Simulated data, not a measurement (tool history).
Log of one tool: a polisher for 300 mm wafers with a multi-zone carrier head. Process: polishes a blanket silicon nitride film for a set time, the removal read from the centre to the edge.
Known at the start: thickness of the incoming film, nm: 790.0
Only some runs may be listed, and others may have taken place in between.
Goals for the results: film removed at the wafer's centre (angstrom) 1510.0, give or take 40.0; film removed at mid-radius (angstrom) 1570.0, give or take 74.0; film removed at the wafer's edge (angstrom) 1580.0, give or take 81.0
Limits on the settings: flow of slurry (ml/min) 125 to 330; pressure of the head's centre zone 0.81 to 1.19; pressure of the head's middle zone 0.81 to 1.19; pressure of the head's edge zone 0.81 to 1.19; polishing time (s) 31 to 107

run,hour,flow of slurry (ml/min),pressure of the head's centre zone,pressure of the head's middle zone,pressure of the head's edge zone,polishing time (s),film removed at the wafer's centre (angstrom),film removed at mid-radius (angstrom),film removed at the wafer's edge (angstrom)
1,0.0,210,1.00,1.00,1.00,69,1223.0,1228.9,1187.2
2,2.9,215,1.00,1.01,1.03,72,1268.0,1268.2,1244.8
3,6.8,215,1.00,1.02,1.05,75,1337.3,1368.5,1265.1
4,8.6,220,0.98,1.00,1.05,78,1365.5,1374.3,1337.2
5,10.0,220,0.96,1.00,1.05,81,1398.6,1441.3,1404.1
6,11.8,225,0.95,1.00,1.05,82,1411.0,1421.5,1401.6
7,12.8,215,0.94,1.00,1.06,84,1420.1,1455.5,1435.0
# hour 19.5: edge zone pressure recalibrated
8,19.5,220,0.93,1.00,1.07,85,1442.4,1526.7,1515.9
9,26.5,225,0.93,1.00,1.08,85,1465.1,1492.9,1566.5

Exactly one of the 5 candidate moves below puts every result within its allowed miss. Which one?
A,33.5,220,0.97,0.98,1.07,84,?,?,?
B,33.5,240,0.99,0.92,1.14,79,?,?,?
C,33.5,285,0.91,0.97,1.09,83,?,?,?
D,33.5,280,0.99,0.85,1.05,86,?,?,?
E,33.5,215,0.92,0.99,1.04,90,?,?,?

move,film removed at the wafer's centre (angstrom),film removed at mid-radius (angstrom),film removed at the wafer's edge (angstrom)
A,1454.7,1473.0,1505.1
B,1401.2,1343.1,1475.7
C,1439.5,1492.7,1537.9
D,1555.9,1413.6,1563.8
E,1509.7,1584.3,1585.9
A: lands further from the targets than the last run did
B: lands further from the targets than the last run did
C: lands further from the targets than the last run did
D: pushes the last run's worst result past its target
E: in spec on every target
Answer: E
